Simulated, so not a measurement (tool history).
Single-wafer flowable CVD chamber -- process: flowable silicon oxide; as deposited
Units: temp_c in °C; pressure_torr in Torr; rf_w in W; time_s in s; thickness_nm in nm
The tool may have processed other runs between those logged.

Run 1, hour 0.0: temp_c 110 °C, pressure_torr 0.821 Torr, rf_w 2215 W, time_s 498 s. Result: thickness_nm 208.83 nm.
Run 2, hour 8.5: temp_c 110 °C, pressure_torr 0.821 Torr, rf_w 2215 W, time_s 475 s. Result: thickness_nm 198.80 nm.
Run 3, hour 16.6: temp_c 110 °C, pressure_torr 0.821 Torr, rf_w 2215 W, time_s 475 s. Result: thickness_nm 197.99 nm.
Run 4, hour 23.9: temp_c 110 °C, pressure_torr 0.719 Torr, rf_w 2215 W, time_s 475 s. Result: thickness_nm 173.92 nm.
Run 5, hour 27.2: temp_c 110 °C, pressure_torr 0.719 Torr, rf_w 2215 W, time_s 475 s. Result: thickness_nm 174.95 nm.
Run 6, hour 34.3: temp_c 114 °C, pressure_torr 0.719 Torr, rf_w 2215 W, time_s 475 s. Result: thickness_nm 153.85 nm.

Estimate the outcome of run 7 from the log above:
Run 7, hour 38.8: temp_c 102 °C, pressure_torr 0.721 Torr, rf_w 2215 W, time_s 475 s. Result: thickness_nm ?.

thickness_nm: 229.63 nm

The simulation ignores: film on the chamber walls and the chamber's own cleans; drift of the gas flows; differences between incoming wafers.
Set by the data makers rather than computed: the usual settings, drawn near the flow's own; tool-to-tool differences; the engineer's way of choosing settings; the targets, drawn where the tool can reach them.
